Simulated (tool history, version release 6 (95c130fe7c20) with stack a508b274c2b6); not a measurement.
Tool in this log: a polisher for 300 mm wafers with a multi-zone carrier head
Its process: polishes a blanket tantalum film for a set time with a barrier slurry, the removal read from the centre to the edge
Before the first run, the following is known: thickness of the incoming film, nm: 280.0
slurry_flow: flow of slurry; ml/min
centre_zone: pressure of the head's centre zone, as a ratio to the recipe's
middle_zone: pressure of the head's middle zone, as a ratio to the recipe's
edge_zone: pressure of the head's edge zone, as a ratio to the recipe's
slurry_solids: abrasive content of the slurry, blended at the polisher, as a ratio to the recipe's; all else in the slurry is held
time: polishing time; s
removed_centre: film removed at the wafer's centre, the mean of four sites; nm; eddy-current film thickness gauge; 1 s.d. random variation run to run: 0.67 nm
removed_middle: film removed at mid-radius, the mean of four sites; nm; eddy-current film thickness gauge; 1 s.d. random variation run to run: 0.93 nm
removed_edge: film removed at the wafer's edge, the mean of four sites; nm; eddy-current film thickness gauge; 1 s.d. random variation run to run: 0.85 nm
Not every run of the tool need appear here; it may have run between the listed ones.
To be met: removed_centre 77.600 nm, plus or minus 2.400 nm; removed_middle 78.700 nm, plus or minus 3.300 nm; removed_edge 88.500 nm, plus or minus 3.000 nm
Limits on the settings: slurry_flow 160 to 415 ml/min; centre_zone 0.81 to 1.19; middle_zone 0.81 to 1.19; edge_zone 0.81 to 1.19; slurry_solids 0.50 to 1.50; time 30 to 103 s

Run 1, day 0.000: slurry_flow 265 ml/min, centre_zone 1.00, middle_zone 1.00, edge_zone 1.00, slurry_solids 1.00, time 66 s. Result: removed_centre 90.975 nm, removed_middle 91.144 nm, removed_edge 94.126 nm.
Run 2, day 0.204: slurry_flow 265 ml/min, centre_zone 1.00, middle_zone 1.08, edge_zone 1.00, slurry_solids 1.00, time 66 s. Result: removed_centre 91.717 nm, removed_middle 93.222 nm, removed_edge 92.320 nm.
Run 3, day 0.525: slurry_flow 320 ml/min, centre_zone 1.00, middle_zone 1.08, edge_zone 1.00, slurry_solids 1.00, time 66 s. Result: removed_centre 93.074 nm, removed_middle 98.077 nm, removed_edge 93.675 nm.
Run 4, day 0.592: slurry_flow 300 ml/min, centre_zone 0.99, middle_zone 1.05, edge_zone 1.00, slurry_solids 0.95, time 66 s. Result: removed_centre 91.409 nm, removed_middle 92.441 nm, removed_edge 94.274 nm.
Run 5, day 0.779: slurry_flow 290 ml/min, centre_zone 0.97, middle_zone 1.05, edge_zone 0.99, slurry_solids 0.90, time 66 s. Result: removed_centre 88.017 nm, removed_middle 92.299 nm, removed_edge 91.069 nm.
Run 6, day 1.021: slurry_flow 290 ml/min, centre_zone 0.97, middle_zone 1.09, edge_zone 0.99, slurry_solids 0.90, time 66 s. Result: removed_centre 88.335 nm, removed_middle 93.428 nm, removed_edge 91.184 nm.
Run 7, day 1.358: slurry_flow 275 ml/min, centre_zone 0.96, middle_zone 1.07, edge_zone 1.00, slurry_solids 0.85, time 66 s. Result: removed_centre 85.030 nm, removed_middle 89.341 nm, removed_edge 89.177 nm.
Run 8, day 1.408: slurry_flow 275 ml/min, centre_zone 0.96, middle_zone 1.07, edge_zone 1.00, slurry_solids 0.85, time 66 s. Result: removed_centre 84.686 nm, removed_middle 89.738 nm, removed_edge 89.110 nm.
Run 9, day 1.479: slurry_flow 260 ml/min, centre_zone 0.96, middle_zone 1.05, edge_zone 1.01, slurry_solids 0.85, time 66 s. Result: removed_centre 83.781 nm, removed_middle 89.228 nm, removed_edge 87.516 nm.
Run 10, day 1.567: slurry_flow 260 ml/min, centre_zone 0.95, middle_zone 1.00, edge_zone 1.00, slurry_solids 0.85, time 66 s. Result: removed_centre 82.653 nm, removed_middle 85.936 nm, removed_edge 89.338 nm.
Run 11, day 1.683: slurry_flow 250 ml/min, centre_zone 0.95, middle_zone 0.98, edge_zone 1.00, slurry_solids 0.85, time 66 s. Result: removed_centre 81.670 nm, removed_middle 85.558 nm, removed_edge 88.927 nm.
Run 12, day 1.912: slurry_flow 245 ml/min, centre_zone 0.95, middle_zone 0.96, edge_zone 1.01, slurry_solids 0.85, time 66 s. Result: removed_centre 83.032 nm, removed_middle 83.398 nm, removed_edge 89.546 nm.
Run 13, day 2.229: slurry_flow 235 ml/min, centre_zone 0.94, middle_zone 0.95, edge_zone 1.01, slurry_solids 0.85, time 66 s. Result: removed_centre 80.549 nm, removed_middle 80.335 nm, removed_edge 88.762 nm.

5 candidate next runs follow, results not yet known. Just one meets every target within its allowed miss. Identify it.
Run A, day 2.546: slurry_flow 260 ml/min, centre_zone 1.04, middle_zone 0.93, edge_zone 1.06, slurry_solids 0.90, time 64 s. Result: removed_centre ?, removed_middle ?, removed_edge ?.
Run B, day 2.546: slurry_flow 195 ml/min, centre_zone 1.00, middle_zone 0.94, edge_zone 1.00, slurry_solids 0.70, time 75 s. Result: removed_centre ?, removed_middle ?, removed_edge ?.
Run C, day 2.546: slurry_flow 210 ml/min, centre_zone 0.97, middle_zone 0.83, edge_zone 1.13, slurry_solids 0.95, time 66 s. Result: removed_centre ?, removed_middle ?, removed_edge ?.
Run D, day 2.546: slurry_flow 240 ml/min, centre_zone 0.90, middle_zone 0.90, edge_zone 1.03, slurry_solids 1.05, time 61 s. Result: removed_centre ?, removed_middle ?, removed_edge ?.
Run E, day 2.546: slurry_flow 255 ml/min, centre_zone 0.94, middle_zone 1.00, edge_zone 0.98, slurry_solids 1.05, time 64 s. Result: removed_centre ?, removed_middle ?, removed_edge ?.

move  removed_centre  removed_middle  removed_edge
   A          89.314          82.554        91.772
   B          87.784          85.445        92.612
   C          84.408          77.903        97.279
   D          76.209          79.870        89.696
   E          84.332          90.764        92.335
A: lands further from the targets than the last run did
B: lands further from the targets than the last run did
C: lands further from the targets than the last run did
D: meets every target
E: lands further from the targets than the last run did
Correct choice: D, which meets every target

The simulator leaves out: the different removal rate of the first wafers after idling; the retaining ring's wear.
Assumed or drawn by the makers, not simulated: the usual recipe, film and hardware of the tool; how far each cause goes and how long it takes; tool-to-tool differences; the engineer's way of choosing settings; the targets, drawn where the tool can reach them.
